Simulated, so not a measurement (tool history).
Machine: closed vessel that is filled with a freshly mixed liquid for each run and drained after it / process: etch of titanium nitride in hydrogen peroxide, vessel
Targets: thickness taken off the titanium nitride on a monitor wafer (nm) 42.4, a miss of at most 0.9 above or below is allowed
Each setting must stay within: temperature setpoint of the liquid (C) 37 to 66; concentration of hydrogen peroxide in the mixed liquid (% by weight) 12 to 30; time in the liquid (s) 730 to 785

run,hour,temperature setpoint of the liquid (C),concentration of hydrogen peroxide in the mixed liquid (% by weight),time in the liquid (s),thickness taken off the titanium nitride on a monitor wafer (nm)
1,0,53,21.5,730,33.655
2,9.1,53.5,21.5,730,35.057
3,14,53.5,21.5,785,37.741
4,15.5,47.5,21.5,785,24.591
5,16.6,48.5,21.5,785,26.249
6,25.3,43,21.5,785,17.416
7,33.3,45,21.5,785,20.317
8,34.7,46.5,21.5,785,22.697
9,38.9,54.5,21.5,785,40.195

Next run, 4 choices. One meets every target within its allowed miss, the rest don't. Which?
A,43.1,56.5,19.5,765,?
B,43.1,56,23.5,730,?
C,43.1,55,21.5,730,?
D,43.1,56,20.5,785,?

move,thickness taken off the titanium nitride on a monitor wafer (nm)
A,44.268
B,42.473
C,38.854
D,44.347
A: takes the biggest miss from the last run beyond its target
B: meets every target
C: the biggest miss grows against the last run
D: takes the biggest miss from the last run beyond its target
Move B is the one to make.
